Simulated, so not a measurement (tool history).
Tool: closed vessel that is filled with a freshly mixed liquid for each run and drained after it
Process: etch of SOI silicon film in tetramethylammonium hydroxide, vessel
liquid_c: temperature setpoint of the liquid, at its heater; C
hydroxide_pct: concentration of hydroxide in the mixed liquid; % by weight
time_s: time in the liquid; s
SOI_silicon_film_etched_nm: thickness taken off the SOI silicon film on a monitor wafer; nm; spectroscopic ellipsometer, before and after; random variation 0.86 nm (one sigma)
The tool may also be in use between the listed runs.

{"run": 1, "hour": 0.0, "liquid_c": 68, "hydroxide_pct": 15, "time_s": 30, "SOI_silicon_film_etched_nm": 166.71}
{"run": 2, "hour": 6.1, "liquid_c": 62.5, "hydroxide_pct": 15, "time_s": 30, "SOI_silicon_film_etched_nm": 117.34}
{"run": 3, "hour": 12.7, "liquid_c": 61.5, "hydroxide_pct": 15, "time_s": 30, "SOI_silicon_film_etched_nm": 112.99}
{"run": 4, "hour": 16.0, "liquid_c": 60.5, "hydroxide_pct": 15, "time_s": 30, "SOI_silicon_film_etched_nm": 104.89}
{"run": 5, "hour": 20.0, "liquid_c": 60.5, "hydroxide_pct": 18, "time_s": 30, "SOI_silicon_film_etched_nm": 97.684}
{"run": 6, "hour": 26.2, "liquid_c": 57, "hydroxide_pct": 18, "time_s": 30, "SOI_silicon_film_etched_nm": 78.567}

Forecast run 7:
{"run": 7, "hour": 27.8, "liquid_c": 57.5, "hydroxide_pct": 18, "time_s": 30, "SOI_silicon_film_etched_nm": "?"}

SOI_silicon_film_etched_nm: 80.961 nm
